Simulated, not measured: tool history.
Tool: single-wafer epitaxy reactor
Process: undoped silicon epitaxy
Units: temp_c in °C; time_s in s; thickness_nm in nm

run 1 hour=0 | temp_c=630 time_s=385 | thickness_nm=36.795
run 2 hour=7.8 | temp_c=630 time_s=423 | thickness_nm=40.264
run 3 hour=13.1 | temp_c=623 time_s=423 | thickness_nm=34.557
run 4 hour=20.4 | temp_c=623 time_s=450 | thickness_nm=36.772
run 5 hour=29.3 | temp_c=630 time_s=450 | thickness_nm=42.947
run 6 hour=32.5 | temp_c=625 time_s=449 | thickness_nm=38.241
run 7 hour=34.2 | temp_c=621 time_s=448 | thickness_nm=34.666
run 8 hour=38.8 | temp_c=619 time_s=448 | thickness_nm=33.08
run 9 hour=46.9 | temp_c=617 time_s=448 | thickness_nm=31.608
run 10 hour=50.6 | temp_c=615 time_s=448 | thickness_nm=29.984
run 11 hour=51.3 | temp_c=614 time_s=448 | thickness_nm=29.117

Run 12 comes next. What will it give?
run 12 hour=57.8 | temp_c=613 time_s=448 | thickness_nm=?

thickness_nm: 28.512 nm
